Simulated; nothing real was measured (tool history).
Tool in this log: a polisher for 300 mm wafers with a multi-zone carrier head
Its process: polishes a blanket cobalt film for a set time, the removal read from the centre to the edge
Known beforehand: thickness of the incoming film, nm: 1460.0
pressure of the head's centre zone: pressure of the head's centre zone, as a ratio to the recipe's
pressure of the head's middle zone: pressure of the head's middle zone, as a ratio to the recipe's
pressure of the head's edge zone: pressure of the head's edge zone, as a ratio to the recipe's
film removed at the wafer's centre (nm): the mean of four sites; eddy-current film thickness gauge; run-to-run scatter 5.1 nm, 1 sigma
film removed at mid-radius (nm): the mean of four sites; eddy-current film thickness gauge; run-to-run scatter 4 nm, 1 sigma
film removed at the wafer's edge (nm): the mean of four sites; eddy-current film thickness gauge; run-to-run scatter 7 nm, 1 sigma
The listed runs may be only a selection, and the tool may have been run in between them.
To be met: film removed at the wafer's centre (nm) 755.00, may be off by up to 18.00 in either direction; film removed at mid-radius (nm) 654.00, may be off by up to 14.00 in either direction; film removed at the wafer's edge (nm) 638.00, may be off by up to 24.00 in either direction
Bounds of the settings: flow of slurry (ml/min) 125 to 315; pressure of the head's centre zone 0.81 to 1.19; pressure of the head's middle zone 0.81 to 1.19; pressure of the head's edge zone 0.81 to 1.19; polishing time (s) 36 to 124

| run | day | flow of slurry (ml/min) | pressure of the head's centre zone | pressure of the head's middle zone | pressure of the head's edge zone | polishing time (s) | film removed at the wafer's centre (nm) | film removed at mid-radius (nm) | film removed at the wafer's edge (nm) |
|---|---|---|---|---|---|---|---|---|---|
| 1 | 0.000 | 205 | 1.00 | 1.00 | 1.00 | 79 | 569.90 | 582.38 | 582.81 |
| 2 | 0.317 | 180 | 1.00 | 1.00 | 1.00 | 79 | 562.76 | 570.93 | 574.68 |
| 3 | 0.496 | 180 | 1.00 | 0.92 | 1.00 | 79 | 562.52 | 531.85 | 567.53 |
| 4 | 0.704 | 140 | 1.00 | 0.92 | 1.00 | 79 | 534.99 | 504.42 | 557.22 |
| 5 | 0.862 | 140 | 1.00 | 0.96 | 1.00 | 79 | 533.20 | 524.66 | 543.15 |
| 6 | 1.238 | 170 | 1.03 | 0.97 | 0.99 | 79 | 566.66 | 550.21 | 567.36 |
| 7 | 1.325 | 170 | 1.03 | 0.97 | 0.99 | 79 | 569.96 | 542.91 | 561.17 |
| 8 | 1.462 | 225 | 1.13 | 1.07 | 1.09 | 82 | 681.14 | 643.62 | 614.76 |
| 9 | 1.675 | 235 | 1.14 | 1.06 | 1.10 | 82 | 687.33 | 637.49 | 623.18 |
| 10 | 1.962 | 245 | 1.15 | 1.06 | 1.09 | 82 | 699.59 | 647.71 | 627.74 |
| 11 | 2.204 | 250 | 1.16 | 1.05 | 1.08 | 82 | 719.99 | 642.99 | 627.10 |
| 12 | 2.575 | 285 | 1.18 | 1.05 | 1.08 | 82 | 731.19 | 651.43 | 626.54 |

5 candidate next runs follow, results not yet known. Just one meets every target within its allowed miss. Identify it.
| A | 2.946 | 315 | 1.17 | 1.05 | 1.06 | 81 | ? | ? | ? |
| B | 2.946 | 285 | 1.11 | 1.05 | 1.10 | 83 | ? | ? | ? |
| C | 2.946 | 250 | 1.09 | 1.04 | 1.07 | 84 | ? | ? | ? |
| D | 2.946 | 305 | 1.19 | 1.03 | 1.04 | 83 | ? | ? | ? |
| E | 2.946 | 315 | 1.10 | 1.00 | 0.98 | 84 | ? | ? | ? |

| move | film removed at the wafer's centre (nm) | film removed at mid-radius (nm) | film removed at the wafer's edge (nm) |
|---|---|---|---|
| A | 720.73 | 649.81 | 627.99 |
| B | 692.97 | 659.61 | 647.92 |
| C | 677.85 | 653.20 | 641.95 |
| D | 748.64 | 653.58 | 637.58 |
| E | 702.18 | 648.26 | 632.98 |
A: misses by more than the last run did
B: misses by more than the last run did
C: misses by more than the last run did
D: in spec on every target
E: misses by more than the last run did
D meets every target.
